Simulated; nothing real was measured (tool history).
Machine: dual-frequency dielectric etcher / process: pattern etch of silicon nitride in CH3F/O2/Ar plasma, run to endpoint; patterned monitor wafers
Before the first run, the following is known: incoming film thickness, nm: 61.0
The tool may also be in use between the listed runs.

run 1 day=0.000 | source_power_(W)=550 bias_power_(W)=91 | endpoint_time_(s)=82.036
run 2 day=0.362 | source_power_(W)=560 bias_power_(W)=91 | endpoint_time_(s)=81.918
run 3 day=0.588 | source_power_(W)=570 bias_power_(W)=91 | endpoint_time_(s)=81.836
run 4 day=0.658 | source_power_(W)=570 bias_power_(W)=102 | endpoint_time_(s)=79.203
run 5 day=0.783 | source_power_(W)=500 bias_power_(W)=102 | endpoint_time_(s)=82.846
run 6 day=0.825 | source_power_(W)=420 bias_power_(W)=102 | endpoint_time_(s)=87.626
run 7 day=1.012 | source_power_(W)=440 bias_power_(W)=103 | endpoint_time_(s)=85.885

What will run 8 give?
run 8 day=1.188 | source_power_(W)=460 bias_power_(W)=104 | endpoint_time_(s)=?

Run 8 gave endpoint time (s) 85.418.

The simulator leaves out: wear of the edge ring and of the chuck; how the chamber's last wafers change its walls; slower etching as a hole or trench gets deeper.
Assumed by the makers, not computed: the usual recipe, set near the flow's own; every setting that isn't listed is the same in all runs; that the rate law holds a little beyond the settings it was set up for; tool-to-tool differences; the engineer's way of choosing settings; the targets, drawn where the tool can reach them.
